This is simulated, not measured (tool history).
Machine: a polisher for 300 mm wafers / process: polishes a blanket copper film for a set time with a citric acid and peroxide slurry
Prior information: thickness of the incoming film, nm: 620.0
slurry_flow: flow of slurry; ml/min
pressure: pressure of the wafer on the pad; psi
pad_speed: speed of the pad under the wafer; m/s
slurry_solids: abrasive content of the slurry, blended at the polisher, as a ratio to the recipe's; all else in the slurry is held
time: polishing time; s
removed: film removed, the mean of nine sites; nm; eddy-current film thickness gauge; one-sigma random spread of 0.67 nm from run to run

run,hour,slurry_flow,pressure,pad_speed,slurry_solids,time,removed
1,0,125,3.9,0.94,1,46,124.21
2,4.1,120,3.5,0.94,1,46,116.63
3,6.8,120,3.5,0.76,1,46,96.272
4,11.2,120,3.2,0.76,1,46,90.575
5,14.3,120,3.2,0.88,1,46,101.78
6,17.1,135,3.2,0.88,1,46,104.26
7,17.7,130,2.9,0.86,1,46,95.902

Predict the results of run 8:
8,25.3,125,2.7,0.84,1,46,?

{"run 8": {"removed": 87.722}}

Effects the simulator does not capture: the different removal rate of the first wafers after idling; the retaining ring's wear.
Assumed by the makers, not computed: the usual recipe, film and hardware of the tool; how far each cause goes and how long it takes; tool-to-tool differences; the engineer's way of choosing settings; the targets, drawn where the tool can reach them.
